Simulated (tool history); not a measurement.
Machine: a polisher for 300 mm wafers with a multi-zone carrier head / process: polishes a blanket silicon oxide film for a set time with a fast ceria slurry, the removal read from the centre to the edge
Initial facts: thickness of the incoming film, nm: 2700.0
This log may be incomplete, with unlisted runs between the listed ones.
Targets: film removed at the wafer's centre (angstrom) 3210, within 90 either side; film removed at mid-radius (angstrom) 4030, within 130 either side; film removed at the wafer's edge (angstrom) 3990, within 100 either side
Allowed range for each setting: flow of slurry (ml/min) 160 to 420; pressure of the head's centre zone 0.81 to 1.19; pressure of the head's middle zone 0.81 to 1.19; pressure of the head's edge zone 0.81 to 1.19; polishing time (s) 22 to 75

run,day,flow of slurry (ml/min),pressure of the head's centre zone,pressure of the head's middle zone,pressure of the head's edge zone,polishing time (s),film removed at the wafer's centre (angstrom),film removed at mid-radius (angstrom),film removed at the wafer's edge (angstrom)
1,0,270,1,1,1,48,7600.8,7722.8,7559.8
2,0.179,245,0.95,0.98,0.97,42,6237.6,6702.4,6528.7
3,0.467,245,0.95,0.9,0.97,42,6333.5,6316.8,6565.3
4,0.492,225,0.92,0.9,0.94,37,5290.8,5407.1,5695.1
5,0.575,175,0.92,0.9,0.94,37,5101.5,5250.4,5622.1
6,0.838,170,0.89,0.92,0.93,34,4483.1,5017.5,5031
7,0.867,160,0.81,0.9,0.98,22,2628.4,3116.1,3306.8
8,1,170,0.82,0.93,1,23,2836.6,3385.7,3576.4
9,1.371,195,0.83,0.96,1.02,23,2945.1,3513.1,3627.9
10,1.392,210,0.83,0.98,1.04,23,2924.8,3591.9,3676.5
11,1.658,235,0.83,0.99,1.05,23,2996.8,3594.7,3696.2
12,1.867,245,0.83,1.01,1.07,23,2941.1,3758.4,3712.9
13,2.192,265,0.83,1.01,1.08,23,2997.7,3724.3,3735.5
14,2.354,280,0.83,1.02,1.09,23,3014.6,3913,3841.5
15,2.467,290,0.83,1.01,1.09,23,2985.6,3833.2,3804.6
16,2.567,305,0.84,1.01,1.09,23,3060.1,3806.8,3822.4
17,2.871,310,0.85,1.02,1.1,23,3125.1,3855.4,3873

5 candidate next runs follow, results not yet known. Just one meets every target within its allowed miss. Identify it.
A,3.175,355,0.92,0.98,1.14,23,?,?,?
B,3.175,270,0.81,0.95,1.1,24,?,?,?
C,3.175,310,0.87,1.06,1.17,23,?,?,?
D,3.175,310,0.87,1.04,1.1,22,?,?,?
E,3.175,330,0.88,0.92,1.19,24,?,?,?

move,film removed at the wafer's centre (angstrom),film removed at mid-radius (angstrom),film removed at the wafer's edge (angstrom)
A,3381.4,3701.2,3960.1
B,3029.2,3684.9,3995.5
C,3161.9,3916.2,3976.8
D,3024,3686.1,3689.6
E,3352.2,3643.9,4208.9
A: lands further from the targets than the last run did
B: lands further from the targets than the last run did
C: each result inside its tolerance
D: lands further from the targets than the last run did
E: lands further from the targets than the last run did
Move C is the one to make.
